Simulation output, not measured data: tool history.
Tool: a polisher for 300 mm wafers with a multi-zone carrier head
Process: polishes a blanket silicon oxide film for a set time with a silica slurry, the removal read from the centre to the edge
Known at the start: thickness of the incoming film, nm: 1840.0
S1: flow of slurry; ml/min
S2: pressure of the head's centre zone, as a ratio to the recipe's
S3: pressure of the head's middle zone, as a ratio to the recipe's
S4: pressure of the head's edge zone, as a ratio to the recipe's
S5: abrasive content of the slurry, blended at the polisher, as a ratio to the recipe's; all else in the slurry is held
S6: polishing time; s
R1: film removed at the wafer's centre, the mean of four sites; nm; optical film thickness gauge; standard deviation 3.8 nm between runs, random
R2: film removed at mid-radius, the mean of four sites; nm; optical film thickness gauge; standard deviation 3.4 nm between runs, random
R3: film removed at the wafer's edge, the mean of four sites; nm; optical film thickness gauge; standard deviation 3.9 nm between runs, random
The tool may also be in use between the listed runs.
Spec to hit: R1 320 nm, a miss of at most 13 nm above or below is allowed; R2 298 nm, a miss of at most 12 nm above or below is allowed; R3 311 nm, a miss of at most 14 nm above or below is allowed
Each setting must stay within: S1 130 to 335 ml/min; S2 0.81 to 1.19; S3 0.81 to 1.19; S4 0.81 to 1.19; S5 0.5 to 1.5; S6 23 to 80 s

run  hour   S1    S2    S3    S4    S5  S6      R1      R2      R3
  1     0  215     1     1     1     1  51  208.63  208.09  200.58
  2   6.4  220  1.02     1  1.04  1.15  53     241  228.77   226.4
  3  11.6  220  1.01     1  1.07  1.25  55  259.06  245.07  250.49
  4  12.4  185  1.01     1  1.07  1.25  55  249.81  236.13  243.13
  5  16.8  185  0.96     1  1.07  1.25  55  234.22  243.47  242.54
  6  18.6  185  0.96     1  1.03  1.25  55  239.43  242.02  240.22
  7  19.1  205  0.98  1.01  1.06  1.35  56  254.64   262.5  263.11
  8  22.5  225  1.02  1.02  1.08   1.4  57  276.15  270.36  276.31

Consider the 5 candidate settings below. Which is the only one whose results all fall within their allowed miss of target?
  A  25.9  220  1.19  1.13  0.95  1.25  60   ?   ?   ?
  B  25.9  275  0.88  0.99  1.16   1.5  51   ?   ?   ?
  C  25.9  150  1.19  0.91  0.99  1.45  59   ?   ?   ?
  D  25.9  250  1.02  0.92  1.07   1.5  64   ?   ?   ?
  E  25.9  200  1.08  0.81  1.19   1.5  60   ?   ?   ?

move      R1      R2      R3
   A  321.74  286.95  250.95
   B   221.9  246.52   257.5
   C  319.81  250.59  259.42
   D  319.91  293.02  308.29
   E  309.68  249.12  300.47
A: the worst result of the last run now meets its target, but another is out of spec
B: moves away from the targets compared with the last run
C: the worst result of the last run now meets its target, but another is out of spec
D: every result lands within tolerance
E: the worst result of the last run now meets its target, but another is out of spec
The move that meets every target is D.

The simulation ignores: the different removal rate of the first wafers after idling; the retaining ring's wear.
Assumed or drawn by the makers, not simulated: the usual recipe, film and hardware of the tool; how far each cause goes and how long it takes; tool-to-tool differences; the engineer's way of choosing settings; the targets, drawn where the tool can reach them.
